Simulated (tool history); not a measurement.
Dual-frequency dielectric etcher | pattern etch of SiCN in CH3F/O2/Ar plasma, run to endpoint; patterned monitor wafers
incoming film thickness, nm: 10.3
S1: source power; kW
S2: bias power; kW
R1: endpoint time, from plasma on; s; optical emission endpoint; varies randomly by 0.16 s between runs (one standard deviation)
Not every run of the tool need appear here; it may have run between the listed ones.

| run | hour | S1 | S2 | R1 |
|---|---|---|---|---|
| 1 | 0 | 0.39 | 0.053 | 31.937 |
| 2 | 4.7 | 0.4 | 0.054 | 31.573 |
| 3 | 5.7 | 0.41 | 0.055 | 30.583 |
| 4 | 14.6 | 0.34 | 0.055 | 33.052 |
| 5 | 16.9 | 0.34 | 0.046 | 35.082 |
| 6 | 20.2 | 0.34 | 0.042 | 35.883 |
| 7 | 27.8 | 0.36 | 0.043 | 34.503 |
| 8 | 36.6 | 0.38 | 0.044 | 34.01 |
| 9 | 41.3 | 0.4 | 0.045 | 32.843 |

Forecast run 10:
| 10 | 44.3 | 0.41 | 0.046 | ? |

R1: 32.34 s
